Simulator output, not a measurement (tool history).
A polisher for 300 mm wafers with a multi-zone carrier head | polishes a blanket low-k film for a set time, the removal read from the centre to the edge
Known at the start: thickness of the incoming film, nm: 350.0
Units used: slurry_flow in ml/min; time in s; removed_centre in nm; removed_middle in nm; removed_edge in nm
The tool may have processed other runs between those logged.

| run | hour | slurry_flow | centre_zone | middle_zone | edge_zone | slurry_solids | time | removed_centre | removed_middle | removed_edge |
|---|---|---|---|---|---|---|---|---|---|---|
| 1 | 0 | 125 | 1 | 1 | 1 | 1 | 55 | 26.537 | 26.19 | 27.054 |
| 2 | 5.4 | 125 | 1 | 1 | 1 | 0.8 | 55 | 23.957 | 23.788 | 24.711 |
| 3 | 9.7 | 125 | 1 | 0.97 | 1 | 0.8 | 55 | 24.052 | 23.304 | 24.085 |
| 4 | 16.8 | 100 | 1 | 0.97 | 1 | 0.8 | 55 | 22.276 | 21.554 | 22.968 |
| 5 | 23.1 | 100 | 0.99 | 0.96 | 0.98 | 0.75 | 54 | 21.245 | 20.775 | 21.389 |
| 6 | 25.5 | 100 | 0.99 | 0.96 | 0.98 | 0.6 | 54 | 18.789 | 18.209 | 19.471 |

Forecast run 7:
| 7 | 29.5 | 100 | 0.98 | 0.95 | 0.97 | 0.6 | 54 | ? | ? | ? |

removed_centre: 18.511 nm
removed_middle: 18.094 nm
removed_edge: 19.452 nm
